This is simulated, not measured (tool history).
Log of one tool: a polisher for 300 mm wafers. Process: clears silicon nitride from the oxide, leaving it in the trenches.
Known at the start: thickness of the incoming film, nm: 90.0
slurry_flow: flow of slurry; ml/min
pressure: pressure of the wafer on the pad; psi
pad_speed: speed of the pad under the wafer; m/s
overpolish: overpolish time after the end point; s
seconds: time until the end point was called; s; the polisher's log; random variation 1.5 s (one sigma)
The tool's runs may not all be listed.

run  hour  slurry_flow  pressure  pad_speed  overpolish  seconds
  1   0.0          275       2.9       0.88          50   91.313
  2   9.0          315       2.9       0.88          50   91.864
  3  16.8          345       2.9       0.88          50   88.997
  4  25.7          345       2.5       0.88          50  102.410
  5  32.0          405       2.5       0.88          50  103.480
  6  35.7          405       2.8       0.88          50   91.183

The next listed run, before its measurement:
  7  39.6          405       2.5       0.88          50        ?

seconds: 100.780 s

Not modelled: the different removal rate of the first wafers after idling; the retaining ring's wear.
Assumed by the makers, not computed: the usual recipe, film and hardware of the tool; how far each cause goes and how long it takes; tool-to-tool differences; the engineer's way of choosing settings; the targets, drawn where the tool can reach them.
